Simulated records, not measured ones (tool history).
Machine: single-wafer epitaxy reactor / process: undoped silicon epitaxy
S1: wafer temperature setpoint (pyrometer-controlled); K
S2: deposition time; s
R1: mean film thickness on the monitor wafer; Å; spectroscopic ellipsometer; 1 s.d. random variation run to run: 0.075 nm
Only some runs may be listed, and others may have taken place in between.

run,hour,S1,S2,R1
1,0,933.15,214,469.21
2,7.1,942.15,214,583.05
3,8.2,935.15,213,490.07
4,9.8,939.15,213,539.9
5,18.2,933.15,212,465.12
6,26.1,938.15,212,527.18
7,27.3,932.15,211,451.38
8,30.7,927.15,210,396.08

For run 9, what comes out?
9,38.1,924.15,210,?

Logged for run 9: R1 370.8 Å.
